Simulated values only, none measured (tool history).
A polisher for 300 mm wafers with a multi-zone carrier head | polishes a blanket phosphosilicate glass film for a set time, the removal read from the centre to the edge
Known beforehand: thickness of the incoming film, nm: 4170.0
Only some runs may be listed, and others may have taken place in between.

| run | day | flow of slurry (ml/min) | pressure of the head's centre zone | pressure of the head's middle zone | pressure of the head's edge zone | abrasive content of the slurry | polishing time (s) | film removed at the wafer's centre (nm) | film removed at mid-radius (nm) | film removed at the wafer's edge (nm) |
|---|---|---|---|---|---|---|---|---|---|---|
| 1 | 0.000 | 140 | 1.00 | 1.00 | 1.00 | 1.00 | 61 | 533.10 | 541.61 | 559.61 |
| 2 | 0.367 | 140 | 1.00 | 1.00 | 1.00 | 1.00 | 74 | 633.10 | 659.90 | 655.55 |
| 3 | 0.717 | 125 | 0.94 | 0.98 | 0.97 | 0.85 | 65 | 490.07 | 526.51 | 537.14 |
| 4 | 0.850 | 115 | 0.90 | 0.97 | 0.97 | 0.75 | 58 | 400.62 | 440.59 | 455.25 |
| 5 | 1.054 | 105 | 0.87 | 0.96 | 0.98 | 0.65 | 54 | 321.81 | 377.49 | 398.96 |
| 6 | 1.246 | 120 | 0.87 | 0.96 | 0.98 | 0.65 | 54 | 347.14 | 389.69 | 399.19 |
| 7 | 1.600 | 110 | 0.85 | 0.94 | 0.98 | 0.60 | 53 | 309.72 | 353.32 | 389.62 |
| 8 | 1.746 | 105 | 0.84 | 0.93 | 0.95 | 0.55 | 52 | 288.67 | 336.46 | 358.72 |
| 9 | 1.858 | 100 | 0.84 | 0.91 | 0.94 | 0.55 | 52 | 278.22 | 320.68 | 353.14 |
| 10 | 2.167 | 95 | 0.84 | 0.91 | 0.93 | 0.55 | 52 | 293.33 | 325.45 | 349.57 |

The next listed run, before its measurement:
| 11 | 2.508 | 95 | 0.83 | 0.91 | 0.93 | 0.55 | 52 | ? | ? | ? |

{"run 11": {"film removed at the wafer's centre (nm)": 288.1, "film removed at mid-radius (nm)": 319.55, "film removed at the wafer's edge (nm)": 348.84}}
